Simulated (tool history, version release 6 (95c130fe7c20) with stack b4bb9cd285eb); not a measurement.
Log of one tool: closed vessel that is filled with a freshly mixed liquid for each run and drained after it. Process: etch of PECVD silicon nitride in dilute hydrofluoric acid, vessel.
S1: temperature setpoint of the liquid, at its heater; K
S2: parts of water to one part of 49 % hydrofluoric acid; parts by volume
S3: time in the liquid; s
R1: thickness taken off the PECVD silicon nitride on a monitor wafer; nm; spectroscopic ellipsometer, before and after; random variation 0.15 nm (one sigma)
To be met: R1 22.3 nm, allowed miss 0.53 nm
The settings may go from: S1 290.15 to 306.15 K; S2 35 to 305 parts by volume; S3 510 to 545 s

run    day      S1   S2   S3      R1
  1      0  298.15  170  510  17.521
  2  0.071  299.15  170  510  18.444
  3  0.283  299.15  170  510  18.721
  4  0.625  299.15  170  545  19.783
  5  0.746  299.15  195  545  17.317
  6  0.892  300.65  195  545  18.893
  7  0.992  301.65  195  545  20.262
  8  1.358  302.15  195  545  20.662
  9  1.392  302.65  195  545  21.194

Which of these 5 next moves meets every target?
  A  1.425  305.15  200  530   ?
  B  1.425  304.15  220  530   ?
  C  1.425  301.15  185  540   ?
  D  1.425  300.65  155  510   ?
  E  1.425  300.15  180  545   ?

move      R1
   A  23.588
   B  20.164
   C  20.468
   D  22.395
   E  19.965
A: takes the result that was furthest off past its target
B: further off than the last run
C: further off than the last run
D: meets every target
E: further off than the last run
Answer: D
